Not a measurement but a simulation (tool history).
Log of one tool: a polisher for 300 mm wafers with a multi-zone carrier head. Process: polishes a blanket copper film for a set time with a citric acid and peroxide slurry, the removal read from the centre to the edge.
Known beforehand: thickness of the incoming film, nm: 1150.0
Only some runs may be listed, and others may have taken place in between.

run  hour  flow of slurry (ml/min)  pressure of the head's centre zone  pressure of the head's middle zone  pressure of the head's edge zone  abrasive content of the slurry  polishing time (s)  film removed at the wafer's centre (Å)  film removed at mid-radius (Å)  film removed at the wafer's edge (Å)
  1     0                      220                                   1                                   1                                 1                               1                  74                                  2418.9                          2297.3                                2262.3
  2   2.9                      230                                0.98                                1.03                              1.05                            1.05                  74                                  2406.1                          2343.1                                2350.7
  3  11.7                      230                                0.98                                1.03                              1.05                            0.95                  74                                  2356.7                          2273.6                                2279.2
  4  17.7                      235                                0.96                                1.06                              1.07                             1.1                  74                                  2384.1                          2426.7                                2453.4
  5  24.1                      235                                0.96                                   1                              1.07                             1.1                  74                                  2423.5                          2335.7                                2389.1
  6  32.2                      245                                0.96                                1.05                              1.07                            1.15                  74                                  2460.7                          2481.6                                  2467

Estimate the outcome of run 7 from the log above:
  7  37.8                      250                                0.95                                1.08                              1.08                             1.2                  74                                       ?                               ?                                     ?

{"run 7": {"film removed at the wafer's centre (Å)": 2447.4, "film removed at mid-radius (Å)": 2576.5, "film removed at the wafer's edge (Å)": 2524.9}}

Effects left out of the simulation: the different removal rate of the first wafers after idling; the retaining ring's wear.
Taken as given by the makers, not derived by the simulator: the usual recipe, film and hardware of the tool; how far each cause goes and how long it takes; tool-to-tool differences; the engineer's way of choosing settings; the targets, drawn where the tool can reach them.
